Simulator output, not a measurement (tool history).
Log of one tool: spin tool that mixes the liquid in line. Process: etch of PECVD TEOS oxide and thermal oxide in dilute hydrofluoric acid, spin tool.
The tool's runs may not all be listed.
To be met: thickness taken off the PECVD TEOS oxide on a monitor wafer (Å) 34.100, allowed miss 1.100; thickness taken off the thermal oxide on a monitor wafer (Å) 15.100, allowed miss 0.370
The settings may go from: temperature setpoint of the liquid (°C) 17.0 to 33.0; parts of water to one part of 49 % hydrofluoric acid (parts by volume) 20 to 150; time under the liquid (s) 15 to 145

run  hour  temperature setpoint of the liquid (°C)  parts of water to one part of 49 % hydrofluoric acid (parts by volume)  time under the liquid (s)  thickness taken off the PECVD TEOS oxide on a monitor wafer (Å)  thickness taken off the thermal oxide on a monitor wafer (Å)
  1   0.0                                     25.0                                                                      85                         75                                                          110.090                                                        49.715
  2   0.9                                     23.0                                                                      85                         75                                                          102.560                                                        45.720
  3   4.5                                     22.0                                                                      95                         75                                                           87.707                                                        38.355
  4  12.6                                     21.5                                                                     105                         75                                                           75.907                                                        33.585
  5  13.3                                     21.5                                                                      90                         75                                                           91.394                                                        40.668
     20.0  -- thermometer replaced
  6  20.0                                     21.5                                                                      90                         60                                                           66.715                                                        29.406
  7  21.3                                     17.5                                                                     120                         60                                                           41.075                                                        18.102
  8  22.8                                     17.0                                                                     130                         60                                                           36.782                                                        16.196
  9  30.1                                     17.0                                                                     135                         60                                                           35.477                                                        15.606

4 next moves are on the table. One of them brings every result within its allowed miss. Which?
  A  37.4                                     17.0                                                                     125                         50                                                                ?                                                             ?
  B  37.4                                     17.5                                                                     130                         55                                                                ?                                                             ?
  C  37.4                                     17.5                                                                     150                         60                                                                ?                                                             ?
  D  37.4                                     17.0                                                                     135                         55                                                                ?                                                             ?

move  thickness taken off the PECVD TEOS oxide on a monitor wafer (Å)  thickness taken off the thermal oxide on a monitor wafer (Å)
   A                                                           32.037                                                        14.059
   B                                                           34.421                                                        15.105
   C                                                           31.903                                                        14.000
   D                                                           32.307                                                        14.178
A: takes the result that was furthest off past its target
B: meets every target
C: takes the result that was furthest off past its target
D: takes the result that was furthest off past its target
The right move is B.
